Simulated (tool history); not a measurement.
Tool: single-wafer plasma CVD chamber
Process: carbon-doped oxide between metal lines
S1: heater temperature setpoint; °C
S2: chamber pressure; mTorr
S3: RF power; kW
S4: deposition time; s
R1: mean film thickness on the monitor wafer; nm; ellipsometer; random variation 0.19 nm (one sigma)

run	day	S1	S2	S3	S4	R1
1	0	370	6390	0.39	17.8	70.117
2	0.108	380	6390	0.39	17.8	68.879
3	0.258	380	6480	0.41	17.9	72.128
4	0.312	380	6480	0.41	17.8	71.789
5	0.467	380	6570	0.425	17.8	73.729
6	0.642	380	7500	0.425	17.8	74.238

The next listed run, before its measurement:
7	0.712	380	7520	0.435	17.8	?

Run 7 gave R1 75.568 nm.
